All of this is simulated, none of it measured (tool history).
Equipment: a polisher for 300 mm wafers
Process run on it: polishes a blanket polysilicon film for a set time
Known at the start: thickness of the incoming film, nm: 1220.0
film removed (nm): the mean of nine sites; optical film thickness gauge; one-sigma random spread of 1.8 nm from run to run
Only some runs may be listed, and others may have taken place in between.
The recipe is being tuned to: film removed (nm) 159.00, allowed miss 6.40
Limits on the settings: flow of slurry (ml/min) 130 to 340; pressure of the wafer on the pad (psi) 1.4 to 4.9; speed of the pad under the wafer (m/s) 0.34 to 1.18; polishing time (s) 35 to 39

| run | hour | flow of slurry (ml/min) | pressure of the wafer on the pad (psi) | speed of the pad under the wafer (m/s) | polishing time (s) | film removed (nm) |
|---|---|---|---|---|---|---|
| 1 | 0.0 | 220 | 3.1 | 0.76 | 39 | 290.57 |
| 2 | 6.0 | 220 | 3.8 | 0.76 | 39 | 356.53 |
| 3 | 10.6 | 220 | 3.8 | 0.76 | 39 | 358.05 |
| 4 | 17.6 | 220 | 3.1 | 0.74 | 39 | 292.41 |
| 5 | 21.5 | 195 | 3.1 | 0.74 | 39 | 291.93 |
| 6 | 25.0 | 195 | 2.6 | 0.70 | 39 | 235.62 |
| 7 | 33.2 | 195 | 2.2 | 0.68 | 39 | 186.15 |
| 8 | 36.6 | 195 | 2.1 | 0.68 | 39 | 182.88 |
| 9 | 39.9 | 195 | 2.0 | 0.68 | 39 | 177.21 |
| 10 | 41.6 | 195 | 1.9 | 0.68 | 39 | 168.91 |
| 11 | 45.0 | 195 | 1.7 | 0.68 | 39 | 149.02 |
| 12 | 51.9 | 195 | 1.7 | 0.68 | 39 | 148.71 |
| 13 | 60.8 | 190 | 1.7 | 0.68 | 39 | 146.24 |

Which of these 5 next moves meets every target?
| A | 69.7 | 185 | 1.7 | 0.74 | 35 | ? |
| B | 69.7 | 190 | 1.7 | 0.64 | 38 | ? |
| C | 69.7 | 265 | 1.6 | 0.70 | 38 | ? |
| D | 69.7 | 160 | 1.6 | 0.78 | 35 | ? |
| E | 69.7 | 155 | 1.8 | 0.72 | 38 | ? |

| move | film removed (nm) |
|---|---|
| A | 141.32 |
| B | 136.35 |
| C | 142.43 |
| D | 137.75 |
| E | 155.87 |
A: misses by more than the last run did
B: misses by more than the last run did
C: misses by more than the last run did
D: misses by more than the last run did
E: all results land within tolerance of their targets
The move that meets every target is E.
